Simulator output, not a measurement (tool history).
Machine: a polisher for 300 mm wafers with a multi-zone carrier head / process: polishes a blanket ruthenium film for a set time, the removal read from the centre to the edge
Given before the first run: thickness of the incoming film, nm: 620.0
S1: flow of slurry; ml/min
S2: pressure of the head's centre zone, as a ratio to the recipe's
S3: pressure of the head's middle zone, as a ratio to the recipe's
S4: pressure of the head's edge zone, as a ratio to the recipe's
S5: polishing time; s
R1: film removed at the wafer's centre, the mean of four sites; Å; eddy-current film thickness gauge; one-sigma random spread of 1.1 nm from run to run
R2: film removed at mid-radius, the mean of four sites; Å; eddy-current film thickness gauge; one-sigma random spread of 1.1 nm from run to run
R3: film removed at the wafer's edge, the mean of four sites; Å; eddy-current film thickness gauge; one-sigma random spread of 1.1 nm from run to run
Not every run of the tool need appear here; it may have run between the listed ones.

run 1 hour=0.0 | S1=150 S2=1.00 S3=1.00 S4=1.00 S5=52 | R1=848.08 R2=838.84 R3=841.44
run 2 hour=7.7 | S1=150 S2=1.00 S3=1.00 S4=1.00 S5=64 | R1=1009.20 R2=1019.20 R3=1036.20
run 3 hour=12.3 | S1=145 S2=1.00 S3=1.01 S4=0.98 S5=63 | R1=990.04 R2=989.18 R3=993.53
run 4 hour=13.6 | S1=145 S2=0.93 S3=1.01 S4=0.98 S5=63 | R1=938.62 R2=997.94 R3=1019.80
run 5 hour=20.7 | S1=145 S2=0.93 S3=1.01 S4=0.98 S5=74 | R1=1094.60 R2=1177.20 R3=1172.90
run 6 hour=29.4 | S1=130 S2=0.93 S3=1.01 S4=0.98 S5=74 | R1=1055.00 R2=1148.10 R3=1168.90
-- hour=31.4 edge zone pressure recalibrated
run 7 hour=31.4 | S1=130 S2=0.93 S3=1.02 S4=0.96 S5=72 | R1=1060.90 R2=1146.40 R3=1048.90
run 8 hour=40.3 | S1=105 S2=0.84 S3=0.95 S4=0.88 S5=66 | R1=833.05 R2=954.76 R3=947.39

Expected results for the next run?
run 9 hour=43.7 | S1=105 S2=0.85 S3=0.96 S4=0.87 S5=66 | R1=? R2=? R3=?

R1: 835.89 Å
R2: 971.01 Å
R3: 905.73 Å

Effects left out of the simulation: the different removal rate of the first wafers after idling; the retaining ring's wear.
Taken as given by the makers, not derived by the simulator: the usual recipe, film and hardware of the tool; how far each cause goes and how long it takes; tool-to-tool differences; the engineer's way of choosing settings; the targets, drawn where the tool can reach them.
